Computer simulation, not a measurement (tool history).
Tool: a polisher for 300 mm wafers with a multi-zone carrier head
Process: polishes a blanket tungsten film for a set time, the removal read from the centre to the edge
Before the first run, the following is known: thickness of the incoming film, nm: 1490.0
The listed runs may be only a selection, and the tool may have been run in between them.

run  hour  flow of slurry (ml/min)  pressure of the head's centre zone  pressure of the head's middle zone  pressure of the head's edge zone  abrasive content of the slurry  polishing time (s)  film removed at the wafer's centre (angstrom)  film removed at mid-radius (angstrom)  film removed at the wafer's edge (angstrom)
  1     0                      225                                   1                                   1                                 1                               1                  81                                         3704.8                                 3808.5                                       3749.9
  2     5                      225                                   1                                   1                                 1                               1                  90                                         4188.1                                 4353.6                                       4175.7
  3   6.2                      220                                1.01                                0.98                              0.99                            0.95                  87                                         4023.6                                 3962.5                                       3986.7
  4   9.6                      220                                1.01                                0.97                              0.98                             0.9                  84                                         3812.2                                 3806.1                                       3683.2
  5  17.8                      215                                1.02                                0.95                              0.99                            0.85                  82                                         3679.3                                 3537.3                                         3579
  6  22.9                      215                                1.02                                1.03                              0.99                            0.85                  82                                         3724.5                                 3743.8                                         3565
  7  29.6                      210                                1.02                                1.01                              0.99                             0.8                  80                                         3579.7                                 3546.4                                       3436.4
  8  37.7                      180                                1.04                                0.91                              0.99                            0.55                  61                                         2459.8                                 2264.2                                       2335.9
  9  46.4                      185                                1.05                                 0.9                                 1                            0.55                  61                                         2492.8                                 2139.9                                       2396.3
 10  53.6                      190                                1.05                                 0.9                                 1                            0.55                  61                                         2456.6                                 2154.6                                       2368.6
 11    56                      195                                1.06                                0.91                              1.01                            0.55                  61                                         2558.3                                 2238.5                                       2431.5
 12  57.8                      200                                1.06                                0.91                              1.02                            0.55                  61                                         2484.6                                 2280.3                                       2450.3
 13  61.3                      200                                1.07                                0.91                              1.02                            0.55                  61                                         2527.4                                 2225.3                                       2367.4
 14  67.8                      250                                1.09                                0.87                              1.12                             0.7                  62                                         2892.6                                 2444.3                                       2807.7
 15  73.5                      245                                1.09                                0.87                              1.11                             0.7                  62                                         2874.2                                 2462.9                                       2763.9

What will run 16 give?
 16    75                      240                                1.09                                0.87                              1.11                             0.7                  62                                              ?                                      ?                                            ?

Logged for run 16: film removed at the wafer's centre (angstrom) 2876.8, film removed at mid-radius (angstrom) 2368, film removed at the wafer's edge (angstrom) 2794.7.
